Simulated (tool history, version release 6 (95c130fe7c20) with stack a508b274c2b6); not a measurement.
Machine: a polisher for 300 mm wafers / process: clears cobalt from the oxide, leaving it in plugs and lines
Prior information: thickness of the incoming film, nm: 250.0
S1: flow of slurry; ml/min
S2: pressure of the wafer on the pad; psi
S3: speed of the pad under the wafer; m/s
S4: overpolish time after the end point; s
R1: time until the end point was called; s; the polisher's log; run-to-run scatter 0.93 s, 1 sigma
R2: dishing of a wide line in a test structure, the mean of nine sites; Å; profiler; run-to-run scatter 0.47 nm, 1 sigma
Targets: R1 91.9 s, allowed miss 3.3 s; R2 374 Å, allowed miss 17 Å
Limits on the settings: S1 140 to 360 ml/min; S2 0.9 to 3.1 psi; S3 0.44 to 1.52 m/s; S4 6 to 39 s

run 1 day=0 | S1=230 S2=2 S3=0.98 S4=20 | R1=59.283 R2=451.09
run 2 day=0.183 | S1=230 S2=2 S3=0.74 S4=20 | R1=76.013 R2=403.17
run 3 day=0.25 | S1=230 S2=1.9 S3=0.74 S4=20 | R1=80.125 R2=399.27
run 4 day=0.471 | S1=230 S2=1.8 S3=0.74 S4=20 | R1=83.9 R2=385.37
run 5 day=0.788 | S1=230 S2=1.8 S3=0.74 S4=24 | R1=84.419 R2=425.48
run 6 day=0.892 | S1=230 S2=1.8 S3=0.5 S4=24 | R1=111.94 R2=363.14
run 7 day=1.158 | S1=230 S2=1.9 S3=0.5 S4=23 | R1=105.24 R2=365.88
run 8 day=1.362 | S1=230 S2=2 S3=0.5 S4=23 | R1=103.51 R2=365.41
run 9 day=1.733 | S1=230 S2=2.1 S3=0.5 S4=23 | R1=95.449 R2=388.82
run 10 day=1.971 | S1=230 S2=2.1 S3=0.5 S4=22 | R1=97.693 R2=370.14

Of the 5 settings listed for the next run, only one would bring every result within its allowed miss of target. Which one?
run A day=2.208 | S1=190 S2=2.1 S3=0.56 S4=21 | R1=? R2=?
run B day=2.208 | S1=195 S2=2.2 S3=0.44 S4=22 | R1=? R2=?
run C day=2.208 | S1=250 S2=2 S3=0.44 S4=24 | R1=? R2=?
run D day=2.208 | S1=220 S2=2.1 S3=0.48 S4=22 | R1=? R2=?
run E day=2.208 | S1=210 S2=1.6 S3=0.64 S4=22 | R1=? R2=?

move=A R1=91.129 R2=376.29
move=B R1=103.15 R2=359.94
move=C R1=109.44 R2=366.39
move=D R1=99.771 R2=367.13
move=E R1=105.58 R2=355.02
A: all results in spec
B: further off than the last run
C: further off than the last run
D: further off than the last run
E: further off than the last run
Go with A: it meets all targets.
